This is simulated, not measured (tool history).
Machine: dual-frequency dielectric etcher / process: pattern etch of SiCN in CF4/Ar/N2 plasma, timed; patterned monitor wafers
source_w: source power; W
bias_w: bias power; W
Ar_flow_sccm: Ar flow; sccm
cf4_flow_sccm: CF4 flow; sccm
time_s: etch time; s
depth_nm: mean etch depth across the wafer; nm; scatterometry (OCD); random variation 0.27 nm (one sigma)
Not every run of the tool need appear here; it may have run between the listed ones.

Run 1, hour 0.0: source_w 510 W, bias_w 57 W, Ar_flow_sccm 123 sccm, cf4_flow_sccm 58 sccm, time_s 77.5 s. Result: depth_nm 71.553 nm.
Run 2, hour 2.6: source_w 510 W, bias_w 57 W, Ar_flow_sccm 123 sccm, cf4_flow_sccm 58 sccm, time_s 81.0 s. Result: depth_nm 74.472 nm.
Run 3, hour 7.7: source_w 550 W, bias_w 57 W, Ar_flow_sccm 123 sccm, cf4_flow_sccm 58 sccm, time_s 81.0 s. Result: depth_nm 81.030 nm.
Run 4, hour 14.9: source_w 550 W, bias_w 57 W, Ar_flow_sccm 113 sccm, cf4_flow_sccm 58 sccm, time_s 81.0 s. Result: depth_nm 82.156 nm.
Run 5, hour 20.1: source_w 560 W, bias_w 57 W, Ar_flow_sccm 113 sccm, cf4_flow_sccm 58 sccm, time_s 81.0 s. Result: depth_nm 84.334 nm.
Run 6, hour 26.9: source_w 560 W, bias_w 49 W, Ar_flow_sccm 113 sccm, cf4_flow_sccm 58 sccm, time_s 81.0 s. Result: depth_nm 80.647 nm.

The next listed run, before its measurement:
Run 7, hour 28.7: source_w 570 W, bias_w 49 W, Ar_flow_sccm 113 sccm, cf4_flow_sccm 58 sccm, time_s 81.0 s. Result: depth_nm ?.

Run 7 came out at depth_nm 82.269 nm.

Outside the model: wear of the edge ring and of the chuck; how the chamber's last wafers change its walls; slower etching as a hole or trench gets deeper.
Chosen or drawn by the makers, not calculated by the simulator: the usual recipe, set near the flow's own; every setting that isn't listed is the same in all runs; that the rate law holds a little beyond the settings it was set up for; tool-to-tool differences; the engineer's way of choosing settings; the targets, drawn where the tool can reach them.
